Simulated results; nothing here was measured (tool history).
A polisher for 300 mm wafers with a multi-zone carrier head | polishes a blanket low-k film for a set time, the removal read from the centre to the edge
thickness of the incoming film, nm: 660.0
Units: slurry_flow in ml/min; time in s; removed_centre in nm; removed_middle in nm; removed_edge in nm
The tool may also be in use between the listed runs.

run	hour	slurry_flow	centre_zone	middle_zone	edge_zone	slurry_solids	time	removed_centre	removed_middle	removed_edge
1	0.0	260	1.00	1.00	1.00	1.00	40	9.7157	10.0290	9.8586
2	8.1	265	1.03	1.01	1.00	1.00	40	10.2560	9.9644	9.9496
3	11.4	270	1.04	1.03	1.00	1.00	40	10.1930	10.3230	9.8965
4	11.9	275	1.06	1.04	1.00	1.00	40	10.3930	10.4200	9.9278
5	18.6	280	1.08	1.04	1.00	1.05	40	11.1420	10.7010	10.1970
6	22.8	280	1.08	1.04	1.04	1.05	40	10.8500	10.6860	10.4480
7	30.0	285	1.10	1.05	1.04	1.05	40	11.3040	10.9830	10.4440

Forecast run 8:
8	32.4	290	1.11	1.05	1.04	1.05	40	?	?	?

Run 8 gave removed_centre 11.1640 nm, removed_middle 10.8590 nm, removed_edge 10.4370 nm.

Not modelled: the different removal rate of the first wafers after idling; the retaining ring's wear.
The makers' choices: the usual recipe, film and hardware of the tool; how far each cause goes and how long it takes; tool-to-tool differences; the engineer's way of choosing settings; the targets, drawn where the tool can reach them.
